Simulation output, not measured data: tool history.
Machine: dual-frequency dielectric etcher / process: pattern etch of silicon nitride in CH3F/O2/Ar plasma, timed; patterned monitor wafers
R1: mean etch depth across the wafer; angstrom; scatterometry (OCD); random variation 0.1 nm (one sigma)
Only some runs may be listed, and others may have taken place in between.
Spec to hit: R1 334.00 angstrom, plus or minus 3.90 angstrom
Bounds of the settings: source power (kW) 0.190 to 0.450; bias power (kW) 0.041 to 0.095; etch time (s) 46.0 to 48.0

{"run": 1, "day": 0.0, "source power (kW)": 0.32, "bias power (kW)": 0.068, "etch time (s)": 46.0, "R1": 314.58}
{"run": 2, "day": 0.225, "source power (kW)": 0.26, "bias power (kW)": 0.068, "etch time (s)": 46.0, "R1": 290.95}
{"run": 3, "day": 0.525, "source power (kW)": 0.29, "bias power (kW)": 0.068, "etch time (s)": 46.0, "R1": 303.23}
{"run": 4, "day": 0.733, "source power (kW)": 0.26, "bias power (kW)": 0.068, "etch time (s)": 46.0, "R1": 292.22}
{"run": 5, "day": 0.883, "source power (kW)": 0.26, "bias power (kW)": 0.064, "etch time (s)": 46.0, "R1": 289.1}
{"run": 6, "day": 1.238, "source power (kW)": 0.26, "bias power (kW)": 0.055, "etch time (s)": 46.0, "R1": 280.39}
{"run": 7, "day": 1.367, "source power (kW)": 0.3, "bias power (kW)": 0.056, "etch time (s)": 46.0, "R1": 296.73}
{"run": 8, "day": 1.658, "source power (kW)": 0.33, "bias power (kW)": 0.057, "etch time (s)": 46.0, "R1": 307.67}
{"run": 9, "day": 1.925, "source power (kW)": 0.35, "bias power (kW)": 0.057, "etch time (s)": 46.0, "R1": 312.78}
{"run": 10, "day": 2.062, "source power (kW)": 0.37, "bias power (kW)": 0.057, "etch time (s)": 46.0, "R1": 319.63}
{"run": 11, "day": 2.312, "source power (kW)": 0.38, "bias power (kW)": 0.057, "etch time (s)": 46.0, "R1": 322.45}
{"run": 12, "day": 2.471, "source power (kW)": 0.39, "bias power (kW)": 0.057, "etch time (s)": 46.0, "R1": 326.83}
{"run": 13, "day": 2.708, "source power (kW)": 0.4, "bias power (kW)": 0.057, "etch time (s)": 46.0, "R1": 327.79}

Which single option among these 4 for the next run brings every result within its allowed miss of target? Just one does.
{"run": "A", "day": 2.946, "source power (kW)": 0.41, "bias power (kW)": 0.06, "etch time (s)": 46.0, "R1": "?"}
{"run": "B", "day": 2.946, "source power (kW)": 0.4, "bias power (kW)": 0.041, "etch time (s)": 47.5, "R1": "?"}
{"run": "C", "day": 2.946, "source power (kW)": 0.36, "bias power (kW)": 0.057, "etch time (s)": 46.0, "R1": "?"}
{"run": "D", "day": 2.946, "source power (kW)": 0.33, "bias power (kW)": 0.057, "etch time (s)": 47.0, "R1": "?"}

move=A R1=335.93
move=B R1=323.02
move=C R1=317.27
move=D R1=314.00
A: each result inside its tolerance
B: its largest miss is bigger than the last run's
C: its largest miss is bigger than the last run's
D: its largest miss is bigger than the last run's
The move that meets every target is A.
